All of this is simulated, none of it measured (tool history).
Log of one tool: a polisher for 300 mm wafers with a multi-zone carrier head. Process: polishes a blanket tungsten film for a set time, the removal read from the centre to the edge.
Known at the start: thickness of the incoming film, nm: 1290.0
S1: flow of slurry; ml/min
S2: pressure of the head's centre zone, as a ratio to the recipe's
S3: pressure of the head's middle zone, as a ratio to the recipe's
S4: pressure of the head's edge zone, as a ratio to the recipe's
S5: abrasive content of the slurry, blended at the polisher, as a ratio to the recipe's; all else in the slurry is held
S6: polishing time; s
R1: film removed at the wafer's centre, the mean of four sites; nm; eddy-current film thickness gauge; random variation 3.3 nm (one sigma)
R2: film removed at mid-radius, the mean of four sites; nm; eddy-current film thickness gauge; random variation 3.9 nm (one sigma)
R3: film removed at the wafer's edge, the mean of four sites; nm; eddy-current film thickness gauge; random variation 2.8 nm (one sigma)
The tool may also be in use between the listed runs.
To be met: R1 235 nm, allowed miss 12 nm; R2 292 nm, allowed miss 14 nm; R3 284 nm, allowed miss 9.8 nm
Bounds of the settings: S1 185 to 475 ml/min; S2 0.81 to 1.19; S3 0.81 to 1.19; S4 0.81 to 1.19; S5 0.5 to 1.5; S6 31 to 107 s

Run 1, day 0: S1 305 ml/min, S2 1, S3 1, S4 1, S5 1, S6 69 s. Result: R1 333.55 nm, R2 332.27 nm, R3 363.59 nm.
Run 2, day 0.188: S1 305 ml/min, S2 1, S3 1, S4 1.04, S5 1, S6 69 s. Result: R1 342.4 nm, R2 331.73 nm, R3 361.63 nm.
Run 3, day 0.358: S1 305 ml/min, S2 0.99, S3 1.01, S4 1.03, S5 0.95, S6 68 s. Result: R1 326.74 nm, R2 323.98 nm, R3 354.11 nm.
Run 4, day 0.433: S1 305 ml/min, S2 0.98, S3 1.03, S4 1.02, S5 0.9, S6 67 s. Result: R1 311.52 nm, R2 323.54 nm, R3 345.41 nm.
Run 5, day 0.608: S1 305 ml/min, S2 0.98, S3 1.03, S4 1.02, S5 0.9, S6 74 s. Result: R1 340.89 nm, R2 349.85 nm, R3 382.6 nm.
Run 6, day 0.762: S1 305 ml/min, S2 0.98, S3 1.03, S4 1.02, S5 0.75, S6 74 s. Result: R1 331.43 nm, R2 350.33 nm, R3 365.27 nm.
Run 7, day 0.862: S1 305 ml/min, S2 0.97, S3 1.03, S4 1.01, S5 0.7, S6 73 s. Result: R1 321.88 nm, R2 342.69 nm, R3 359.18 nm.
Run 8, day 0.954: S1 305 ml/min, S2 0.96, S3 1.04, S4 1.01, S5 0.7, S6 71 s. Result: R1 312.16 nm, R2 330.01 nm, R3 348.44 nm.
Run 9, day 1.058: S1 305 ml/min, S2 0.95, S3 1.06, S4 1, S5 0.7, S6 70 s. Result: R1 311.52 nm, R2 321.92 nm, R3 336.15 nm.
Run 10, day 1.388: S1 300 ml/min, S2 0.94, S3 1.08, S4 1.02, S5 0.7, S6 69 s. Result: R1 299.95 nm, R2 326.28 nm, R3 338.83 nm.
Run 11, day 1.642: S1 300 ml/min, S2 0.92, S3 1.09, S4 1.01, S5 0.7, S6 68 s. Result: R1 277.68 nm, R2 331.07 nm, R3 332.27 nm.
At day 1.808: edge zone pressure recalibrated.
Run 12, day 1.808: S1 300 ml/min, S2 0.91, S3 1.09, S4 1, S5 0.7, S6 67 s. Result: R1 277.03 nm, R2 319.33 nm, R3 310.41 nm.
Run 13, day 1.938: S1 300 ml/min, S2 0.9, S3 1.08, S4 1, S5 0.7, S6 67 s. Result: R1 272.87 nm, R2 320.71 nm, R3 307.34 nm.
Run 14, day 2.288: S1 295 ml/min, S2 0.89, S3 1.08, S4 1.01, S5 0.7, S6 67 s. Result: R1 268.78 nm, R2 322.16 nm, R3 311.79 nm.

Which of these 5 next moves meets every target?
Run A, day 2.638: S1 295 ml/min, S2 0.85, S3 1.08, S4 1.02, S5 0.7, S6 61 s. Result: R1 ?, R2 ?, R3 ?.
Run B, day 2.638: S1 315 ml/min, S2 1.01, S3 1.04, S4 0.97, S5 1.05, S6 59 s. Result: R1 ?, R2 ?, R3 ?.
Run C, day 2.638: S1 290 ml/min, S2 1.19, S3 1, S4 0.94, S5 0.75, S6 63 s. Result: R1 ?, R2 ?, R3 ?.
Run D, day 2.638: S1 270 ml/min, S2 0.86, S3 1.11, S4 1.05, S5 0.85, S6 63 s. Result: R1 ?, R2 ?, R3 ?.
Run E, day 2.638: S1 235 ml/min, S2 1.02, S3 1.12, S4 0.81, S5 0.7, S6 73 s. Result: R1 ?, R2 ?, R3 ?.

move      R1      R2      R3
   A  237.74  293.97  288.34
   B  295.07  296.77  293.26
   C  347.81  287.07  289.62
   D   254.6  318.53  310.14
   E  334.67  355.49  305.54
A: meets every target
B: brings the result that was furthest off to its target, and leaves another outside
C: brings the result that was furthest off to its target, and leaves another outside
D: nearer than the last run, and not there yet
E: further off than the last run
Move A is the one to make.
